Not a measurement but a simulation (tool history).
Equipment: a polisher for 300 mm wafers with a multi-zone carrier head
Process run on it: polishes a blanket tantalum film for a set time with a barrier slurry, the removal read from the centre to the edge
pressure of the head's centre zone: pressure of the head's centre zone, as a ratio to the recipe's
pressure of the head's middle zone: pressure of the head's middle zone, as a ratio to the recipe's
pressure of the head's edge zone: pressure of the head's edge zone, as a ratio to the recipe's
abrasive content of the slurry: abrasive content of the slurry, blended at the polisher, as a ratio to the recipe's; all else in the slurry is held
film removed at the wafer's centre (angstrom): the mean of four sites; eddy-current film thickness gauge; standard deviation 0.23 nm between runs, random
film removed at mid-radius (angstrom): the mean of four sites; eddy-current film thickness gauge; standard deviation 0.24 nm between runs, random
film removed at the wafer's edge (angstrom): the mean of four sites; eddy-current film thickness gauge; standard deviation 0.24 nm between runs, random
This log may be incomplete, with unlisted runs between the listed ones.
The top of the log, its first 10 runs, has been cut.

run    day  flow of slurry (ml/min)  pressure of the head's centre zone  pressure of the head's middle zone  pressure of the head's edge zone  abrasive content of the slurry  polishing time (s)  film removed at the wafer's centre (angstrom)  film removed at mid-radius (angstrom)  film removed at the wafer's edge (angstrom)
 11  2.075                      120                                0.98                                0.93                              0.88                            0.60                  47                                         381.78                                 330.01                                       347.04
 12  2.142                      120                                0.98                                0.93                              0.87                            0.60                  47                                         383.68                                 333.35                                       343.34
 13  2.283                       90                                0.96                                0.90                              0.81                            0.50                  45                                         256.83                                 225.19                                       229.96
 14  2.342                      100                                0.96                                0.90                              0.81                            0.50                  45                                         263.68                                 228.90                                       234.48
 15  2.362                      110                                0.96                                0.90                              0.81                            0.50                  45                                         271.35                                 236.06                                       238.25
 16  2.554                      120                                0.96                                0.90                              0.82                            0.50                  45                                         278.36                                 238.65                                       246.99
     2.679  -- centre zone pressure recalibrated
 17  2.679                      120                                0.96                                0.90                              0.82                            0.50                  45                                         259.23                                 239.80                                       241.89
 18  2.800                      130                                0.99                                0.90                              0.83                            0.50                  45                                         269.15                                 244.54                                       247.13
 19  3.167                      120                                0.96                                0.91                              0.83                            0.50                  45                                         259.97                                 241.39                                       244.10
 20  3.279                      130                                0.99                                0.91                              0.84                            0.50                  45                                         266.38                                 242.64                                       250.85
 21  3.433                      130                                0.99                                0.91                              0.84                            0.50                  45                                         268.56                                 240.78                                       250.76
 22  3.629                      120                                0.98                                0.91                              0.85                            0.50                  45                                         263.52                                 241.12                                       246.57
 23  3.967                      155                                1.08                                1.01                              0.95                            0.65                  45                                         421.94                                 389.31                                       375.09
 24  4.246                      155                                1.08                                1.01                              0.95                            0.65                  45                                         424.32                                 380.23                                       372.80

What will run 25 give?
 25  4.617                      120                                1.04                                0.91                              0.85                            0.50                  42                                              ?                                      ?                                            ?

film removed at the wafer's centre (angstrom): 256.13
film removed at mid-radius (angstrom): 223.76
film removed at the wafer's edge (angstrom): 229.40

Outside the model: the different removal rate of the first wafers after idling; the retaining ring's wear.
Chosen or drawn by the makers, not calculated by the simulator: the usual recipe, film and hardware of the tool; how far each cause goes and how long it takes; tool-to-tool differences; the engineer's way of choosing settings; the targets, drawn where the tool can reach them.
